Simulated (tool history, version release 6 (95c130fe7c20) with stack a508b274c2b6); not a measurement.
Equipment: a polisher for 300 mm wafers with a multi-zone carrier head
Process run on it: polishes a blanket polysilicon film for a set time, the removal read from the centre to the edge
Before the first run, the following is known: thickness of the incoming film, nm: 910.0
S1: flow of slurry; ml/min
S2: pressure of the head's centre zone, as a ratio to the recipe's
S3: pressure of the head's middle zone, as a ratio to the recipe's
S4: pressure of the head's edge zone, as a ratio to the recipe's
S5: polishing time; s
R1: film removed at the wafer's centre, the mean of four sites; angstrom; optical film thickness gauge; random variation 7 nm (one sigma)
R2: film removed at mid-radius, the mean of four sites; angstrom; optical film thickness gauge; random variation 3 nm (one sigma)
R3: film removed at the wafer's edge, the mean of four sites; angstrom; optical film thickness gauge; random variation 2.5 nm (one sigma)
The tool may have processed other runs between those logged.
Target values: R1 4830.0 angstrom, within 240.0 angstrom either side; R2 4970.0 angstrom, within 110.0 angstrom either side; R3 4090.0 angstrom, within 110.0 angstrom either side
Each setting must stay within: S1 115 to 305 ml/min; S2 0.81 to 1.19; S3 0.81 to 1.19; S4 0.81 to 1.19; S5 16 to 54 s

run    day   S1    S2    S3    S4  S5      R1      R2      R3
  1  0.000  195  1.00  1.00  1.00  35  2879.6  2757.0  2759.0
  2  0.117  215  1.02  1.05  1.00  38  3159.6  3168.9  3000.7
  3  0.162  230  1.06  1.09  1.00  41  3582.0  3529.9  3276.4
  4  0.496  245  1.07  1.12  0.98  43  3876.9  3814.5  3424.2
  5  0.533  275  1.07  1.12  0.98  43  3807.2  3875.8  3446.9
  6  0.650  275  1.07  1.12  0.98  36  3306.6  3287.0  2905.4
  7  0.796  280  1.08  1.14  0.97  40  3793.2  3723.6  3238.9
  8  0.846  285  1.08  1.15  0.96  43  3915.6  4025.4  3493.5
  9  1.204  290  1.09  1.16  0.94  45  4259.7  4264.6  3584.3
 10  1.558  295  1.09  1.17  0.94  46  4402.6  4357.0  3646.1
 11  1.746  295  1.08  1.18  0.94  47  4469.8  4507.0  3716.3
 12  2.100  295  1.08  1.18  0.94  48  4519.0  4553.6  3829.9
 13  2.133  300  1.07  1.18  0.93  49  4495.3  4721.8  3877.5
 14  2.221  300  1.08  1.19  0.94  50  4666.0  4843.7  3967.0

Exactly one of the 4 candidate moves below puts every result within its allowed miss. Which one?
  A  2.308  300  1.15  1.18  0.90  49   ?   ?   ?
  B  2.308  300  1.15  1.19  0.81  51   ?   ?   ?
  C  2.308  305  1.09  1.18  0.93  52   ?   ?   ?
  D  2.308  250  1.06  1.19  0.93  50   ?   ?   ?

move      R1      R2      R3
   A  4800.0  4665.2  3826.5
   B  4996.3  4891.8  3798.8
   C  4835.1  4960.3  4127.9
   D  4412.5  4701.5  3903.1
A: the biggest miss grows against the last run
B: meets the target for the result that was furthest off, but another lies outside its allowed miss
C: hits every target within its allowed miss
D: the biggest miss grows against the last run
C meets every target.

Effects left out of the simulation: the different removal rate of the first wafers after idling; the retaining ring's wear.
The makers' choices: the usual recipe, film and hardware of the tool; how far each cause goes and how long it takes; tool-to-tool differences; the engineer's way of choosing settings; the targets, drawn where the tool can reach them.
